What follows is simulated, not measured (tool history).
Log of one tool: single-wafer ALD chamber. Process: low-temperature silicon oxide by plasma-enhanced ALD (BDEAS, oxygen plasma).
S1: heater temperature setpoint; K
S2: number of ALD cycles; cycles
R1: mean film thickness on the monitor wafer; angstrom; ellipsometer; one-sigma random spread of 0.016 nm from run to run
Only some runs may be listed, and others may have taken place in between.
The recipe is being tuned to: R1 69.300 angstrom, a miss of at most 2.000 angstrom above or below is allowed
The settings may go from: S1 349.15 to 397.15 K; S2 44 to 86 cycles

run	hour	S1	S2	R1
1	0.0	373.15	65	81.289
2	0.8	373.15	69	86.438
3	4.1	375.15	65	81.090
4	10.8	384.15	65	79.485
5	17.6	376.15	65	80.749
6	20.1	376.15	69	85.692
7	26.7	377.15	65	80.452
8	28.1	378.15	62	76.746
9	34.8	382.15	54	66.301

Consider the 4 candidate settings below. Which is the only one whose results all fall within their allowed miss of target?
A	41.5	394.15	58	?
B	41.5	377.15	51	?
C	41.5	389.15	52	?
D	41.5	378.15	50	?

move	R1
A	69.647
B	63.229
C	63.038
D	61.875
A: every result lands within tolerance
B: moves away from the targets compared with the last run
C: moves away from the targets compared with the last run
D: moves away from the targets compared with the last run
Move A is the one to make.
